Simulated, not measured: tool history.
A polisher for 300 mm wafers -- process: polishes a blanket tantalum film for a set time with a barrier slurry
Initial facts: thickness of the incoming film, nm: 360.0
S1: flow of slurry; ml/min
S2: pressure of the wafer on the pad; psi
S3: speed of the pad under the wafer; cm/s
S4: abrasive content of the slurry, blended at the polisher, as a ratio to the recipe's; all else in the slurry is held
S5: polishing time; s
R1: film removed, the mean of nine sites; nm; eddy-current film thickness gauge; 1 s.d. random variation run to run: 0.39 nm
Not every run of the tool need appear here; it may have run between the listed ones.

run,hour,S1,S2,S3,S4,S5,R1
1,0.0,270,2.2,76,1.0,26,42.557
2,3.3,270,2.7,76,1.0,26,51.078
3,10.5,310,2.7,76,1.0,26,52.192
4,12.8,310,2.7,94,1.0,26,63.422
5,17.4,310,2.4,94,1.0,26,56.947
6,20.4,310,2.4,94,1.1,26,59.085

Estimate the outcome of run 7 from the log above:
# hour 25.5: slurry nozzle cleaned
7,25.5,310,2.1,94,1.1,26,?

Run 7 yielded R1 54.033 nm.

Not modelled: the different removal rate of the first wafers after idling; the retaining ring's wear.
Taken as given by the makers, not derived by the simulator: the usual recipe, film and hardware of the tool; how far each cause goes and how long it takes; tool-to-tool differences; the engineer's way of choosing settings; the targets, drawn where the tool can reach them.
